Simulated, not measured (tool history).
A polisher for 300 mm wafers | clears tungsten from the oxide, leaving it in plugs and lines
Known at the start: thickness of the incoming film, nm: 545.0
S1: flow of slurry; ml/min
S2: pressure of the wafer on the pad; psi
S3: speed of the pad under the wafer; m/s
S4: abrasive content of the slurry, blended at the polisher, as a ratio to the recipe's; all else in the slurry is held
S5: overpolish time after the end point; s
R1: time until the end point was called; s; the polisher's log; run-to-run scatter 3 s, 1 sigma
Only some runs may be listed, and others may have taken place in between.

run,day,S1,S2,S3,S4,S5,R1
1,0,300,4.3,0.84,1,17,107.66
2,0.258,300,3.8,0.82,1,17,120.64
3,0.483,300,3.8,0.94,1,17,106.47
4,0.733,300,3.3,0.92,1,17,128.21
5,0.792,300,3.3,0.92,1,17,128.94
6,1.075,375,3.3,0.92,1,17,121.84
7,1.175,375,3,0.92,1,17,138.23

What does the tool deliver on the next run?
8,1.504,375,2.9,0.92,1,17,?

Run 8 came out at R1 143.67 s.

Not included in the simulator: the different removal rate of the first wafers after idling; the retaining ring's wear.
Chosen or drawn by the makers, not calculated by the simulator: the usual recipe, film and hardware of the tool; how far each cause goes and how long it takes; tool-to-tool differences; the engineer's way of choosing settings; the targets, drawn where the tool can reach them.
